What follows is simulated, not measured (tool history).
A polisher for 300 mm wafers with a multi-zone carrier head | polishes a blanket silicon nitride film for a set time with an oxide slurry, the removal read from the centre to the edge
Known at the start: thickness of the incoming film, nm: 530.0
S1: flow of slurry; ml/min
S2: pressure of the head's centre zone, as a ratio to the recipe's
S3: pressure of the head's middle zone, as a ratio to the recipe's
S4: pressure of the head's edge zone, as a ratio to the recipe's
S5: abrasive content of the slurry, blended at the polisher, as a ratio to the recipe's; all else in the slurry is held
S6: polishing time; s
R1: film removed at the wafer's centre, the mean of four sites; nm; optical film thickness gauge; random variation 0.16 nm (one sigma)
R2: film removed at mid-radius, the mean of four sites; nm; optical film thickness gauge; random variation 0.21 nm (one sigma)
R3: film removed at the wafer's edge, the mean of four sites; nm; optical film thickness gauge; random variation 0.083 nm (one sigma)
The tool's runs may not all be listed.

Run 1, hour 0.0: S1 240 ml/min, S2 1.00, S3 1.00, S4 1.00, S5 1.00, S6 34 s. Result: R1 12.877 nm, R2 12.685 nm, R3 12.794 nm.
Run 2, hour 5.6: S1 205 ml/min, S2 1.00, S3 1.00, S4 1.00, S5 1.00, S6 34 s. Result: R1 12.516 nm, R2 12.771 nm, R3 12.492 nm.
Run 3, hour 7.0: S1 215 ml/min, S2 1.01, S3 1.03, S4 1.01, S5 1.00, S6 34 s. Result: R1 12.539 nm, R2 12.786 nm, R3 12.771 nm.
Run 4, hour 10.2: S1 225 ml/min, S2 1.02, S3 1.05, S4 0.98, S5 1.05, S6 34 s. Result: R1 13.223 nm, R2 13.485 nm, R3 12.928 nm.
Run 5, hour 11.0: S1 235 ml/min, S2 1.03, S3 1.07, S4 0.97, S5 1.05, S6 34 s. Result: R1 13.626 nm, R2 13.790 nm, R3 12.932 nm.
Run 6, hour 17.0: S1 240 ml/min, S2 1.03, S3 1.09, S4 0.97, S5 1.05, S6 34 s. Result: R1 13.515 nm, R2 13.792 nm, R3 12.921 nm.
Run 7, hour 22.4: S1 245 ml/min, S2 1.03, S3 1.11, S4 0.97, S5 1.05, S6 34 s. Result: R1 13.242 nm, R2 13.925 nm, R3 12.866 nm.

Run 8 comes next. What will it give?
Run 8, hour 26.9: S1 250 ml/min, S2 1.04, S3 1.12, S4 0.97, S5 1.05, S6 34 s. Result: R1 ?, R2 ?, R3 ?.

Run 8 gave R1 13.594 nm, R2 14.187 nm, R3 12.921 nm.

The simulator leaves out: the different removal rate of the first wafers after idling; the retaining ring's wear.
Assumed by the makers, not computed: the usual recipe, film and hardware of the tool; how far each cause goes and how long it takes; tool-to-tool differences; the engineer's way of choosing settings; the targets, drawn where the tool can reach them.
